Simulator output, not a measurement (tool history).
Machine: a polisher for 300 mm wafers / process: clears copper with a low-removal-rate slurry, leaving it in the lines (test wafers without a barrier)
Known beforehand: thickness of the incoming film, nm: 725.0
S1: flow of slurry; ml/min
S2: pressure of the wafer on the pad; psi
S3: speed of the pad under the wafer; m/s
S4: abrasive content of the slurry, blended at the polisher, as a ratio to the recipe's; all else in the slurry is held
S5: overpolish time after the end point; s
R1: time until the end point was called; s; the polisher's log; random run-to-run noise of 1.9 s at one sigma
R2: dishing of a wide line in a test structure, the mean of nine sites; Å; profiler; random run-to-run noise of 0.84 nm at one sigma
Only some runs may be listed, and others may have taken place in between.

Run 1, day 0: S1 130 ml/min, S2 3.6 psi, S3 1.32 m/s, S4 1, S5 30 s. Result: R1 145.24 s, R2 967.42 Å.
Run 2, day 0.042: S1 130 ml/min, S2 3.4 psi, S3 1.32 m/s, S4 1, S5 27 s. Result: R1 149.26 s, R2 853.05 Å.
Run 3, day 0.104: S1 130 ml/min, S2 3.4 psi, S3 1.06 m/s, S4 1, S5 27 s. Result: R1 185.59 s, R2 755.55 Å.
Run 4, day 0.458: S1 130 ml/min, S2 4.3 psi, S3 1.06 m/s, S4 1, S5 27 s. Result: R1 156.56 s, R2 861.69 Å.
Run 5, day 0.796: S1 130 ml/min, S2 4.1 psi, S3 1.06 m/s, S4 1, S5 24 s. Result: R1 160.7 s, R2 748.79 Å.
Run 6, day 0.858: S1 130 ml/min, S2 4.1 psi, S3 1.06 m/s, S4 1, S5 31 s. Result: R1 161.38 s, R2 940.6 Å.
Run 7, day 1.1: S1 130 ml/min, S2 4.1 psi, S3 1.06 m/s, S4 1, S5 31 s. Result: R1 162.05 s, R2 908.56 Å.
Run 8, day 1.421: S1 130 ml/min, S2 4.1 psi, S3 1.06 m/s, S4 1, S5 31 s. Result: R1 161.32 s, R2 914.76 Å.

Expected results for the next run?
Run 9, day 1.796: S1 130 ml/min, S2 4 psi, S3 1.06 m/s, S4 1, S5 28 s. Result: R1 ?, R2 ?.

R1: 166.86 s
R2: 856.38 Å

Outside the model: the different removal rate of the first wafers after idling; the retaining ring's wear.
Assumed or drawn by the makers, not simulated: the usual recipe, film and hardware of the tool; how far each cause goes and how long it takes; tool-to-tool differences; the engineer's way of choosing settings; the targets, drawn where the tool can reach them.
